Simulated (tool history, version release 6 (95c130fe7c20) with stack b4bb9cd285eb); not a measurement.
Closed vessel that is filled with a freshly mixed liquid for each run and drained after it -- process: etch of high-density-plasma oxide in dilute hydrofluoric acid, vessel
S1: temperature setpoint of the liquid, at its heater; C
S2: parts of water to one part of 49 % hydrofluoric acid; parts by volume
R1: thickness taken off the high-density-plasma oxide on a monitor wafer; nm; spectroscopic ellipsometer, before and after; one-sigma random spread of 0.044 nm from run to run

Run 1, day 0.000: S1 23.0 C, S2 215 parts by volume, time in the liquid (s) 185. Result: R1 3.2809 nm.
Run 2, day 0.112: S1 23.0 C, S2 170 parts by volume, time in the liquid (s) 185. Result: R1 4.3331 nm.
Run 3, day 0.250: S1 25.0 C, S2 170 parts by volume, time in the liquid (s) 185. Result: R1 4.6855 nm.
Run 4, day 0.542: S1 25.0 C, S2 170 parts by volume, time in the liquid (s) 130. Result: R1 3.2426 nm.
Run 5, day 0.617: S1 25.0 C, S2 170 parts by volume, time in the liquid (s) 130. Result: R1 3.2844 nm.
Run 6, day 0.696: S1 25.0 C, S2 170 parts by volume, time in the liquid (s) 130. Result: R1 3.2676 nm.
Run 7, day 0.888: S1 24.0 C, S2 150 parts by volume, time in the liquid (s) 130. Result: R1 3.6529 nm.
Run 8, day 1.175: S1 24.5 C, S2 135 parts by volume, time in the liquid (s) 140. Result: R1 4.5405 nm.
Run 9, day 1.454: S1 24.5 C, S2 125 parts by volume, time in the liquid (s) 140. Result: R1 4.9262 nm.
Run 10, day 1.562: S1 24.5 C, S2 115 parts by volume, time in the liquid (s) 140. Result: R1 5.4518 nm.

Forecast run 11:
Run 11, day 1.662: S1 24.5 C, S2 110 parts by volume, time in the liquid (s) 140. Result: R1 ?.

Run 11 came out at R1 5.7077 nm.
